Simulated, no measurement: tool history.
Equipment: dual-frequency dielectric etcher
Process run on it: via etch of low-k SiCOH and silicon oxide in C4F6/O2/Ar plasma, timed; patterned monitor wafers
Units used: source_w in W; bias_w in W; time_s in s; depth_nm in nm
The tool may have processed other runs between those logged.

| run | hour | source_w | bias_w | time_s | depth_nm |
|---|---|---|---|---|---|
| 1 | 0 | 430 | 219 | 23 | 57.607 |
| 2 | 5.6 | 430 | 241 | 23 | 59.874 |
| 3 | 12.8 | 380 | 237 | 23 | 56.786 |
| 4 | 16 | 380 | 268 | 23 | 59.397 |
| 5 | 17.3 | 380 | 268 | 21 | 54.29 |
| 6 | 24 | 360 | 266 | 21 | 52.716 |

Forecast run 7:
| 7 | 26 | 350 | 265 | 21 | ? |

{"run 7": {"depth_nm": 52.632}}

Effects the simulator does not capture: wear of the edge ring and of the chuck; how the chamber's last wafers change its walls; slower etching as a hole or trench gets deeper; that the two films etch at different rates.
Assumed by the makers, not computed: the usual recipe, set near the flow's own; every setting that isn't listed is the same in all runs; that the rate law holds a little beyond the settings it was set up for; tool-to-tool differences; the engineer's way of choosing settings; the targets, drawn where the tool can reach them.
